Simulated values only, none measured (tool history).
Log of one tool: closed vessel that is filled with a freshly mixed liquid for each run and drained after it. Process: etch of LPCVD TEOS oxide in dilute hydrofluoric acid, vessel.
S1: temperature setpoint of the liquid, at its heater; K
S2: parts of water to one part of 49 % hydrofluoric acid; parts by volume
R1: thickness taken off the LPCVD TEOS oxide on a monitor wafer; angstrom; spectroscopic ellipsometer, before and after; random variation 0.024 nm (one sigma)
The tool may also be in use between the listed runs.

run 1 hour=0 | S1=296.15 S2=110 time_in_the_liquid_(s)=35 | R1=57.589
run 2 hour=8.4 | S1=298.15 S2=110 time_in_the_liquid_(s)=35 | R1=61.844
run 3 hour=14.1 | S1=298.15 S2=110 time_in_the_liquid_(s)=30 | R1=53.155
run 4 hour=17.7 | S1=298.15 S2=110 time_in_the_liquid_(s)=35 | R1=61.202
run 5 hour=26.6 | S1=296.65 S2=115 time_in_the_liquid_(s)=35 | R1=55.855
run 6 hour=29.1 | S1=296.65 S2=140 time_in_the_liquid_(s)=35 | R1=44.092
run 7 hour=33.3 | S1=295.65 S2=140 time_in_the_liquid_(s)=35 | R1=42.906
run 8 hour=40.5 | S1=294.65 S2=140 time_in_the_liquid_(s)=35 | R1=40.869

The next listed run, before its measurement:
run 9 hour=43.8 | S1=294.15 S2=140 time_in_the_liquid_(s)=35 | R1=?

R1: 40.154 angstrom
